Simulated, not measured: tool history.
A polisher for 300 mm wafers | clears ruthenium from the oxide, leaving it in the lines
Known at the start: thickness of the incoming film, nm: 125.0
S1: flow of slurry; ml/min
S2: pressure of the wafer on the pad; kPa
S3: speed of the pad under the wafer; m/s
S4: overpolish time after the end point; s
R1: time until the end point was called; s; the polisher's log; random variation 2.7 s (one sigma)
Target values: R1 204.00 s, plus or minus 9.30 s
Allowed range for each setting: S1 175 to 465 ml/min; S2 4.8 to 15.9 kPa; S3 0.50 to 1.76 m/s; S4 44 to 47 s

run	hour	S1	S2	S3	S4	R1
1	0.0	295	10.3	1.12	44	127.27
2	6.4	295	9.7	1.12	44	135.33
3	7.1	295	9.0	1.12	44	138.33
4	14.0	295	8.3	1.10	44	152.04
5	15.9	265	8.3	1.10	44	151.85
6	17.9	230	8.3	1.10	44	152.83
7	18.6	230	7.6	1.10	44	161.64
8	26.4	230	6.2	1.08	44	192.85

Which of these 5 next moves meets every target?
A	34.2	230	6.2	1.16	44	?
B	34.2	245	6.9	1.08	44	?
C	34.2	250	6.2	1.26	44	?
D	34.2	230	4.8	1.44	44	?
E	34.2	255	7.6	0.88	47	?

move	R1
A	181.76
B	180.06
C	166.47
D	173.53
E	204.28
A: further off than the last run
B: further off than the last run
C: further off than the last run
D: further off than the last run
E: every result lands within tolerance
Move E is the one to make.
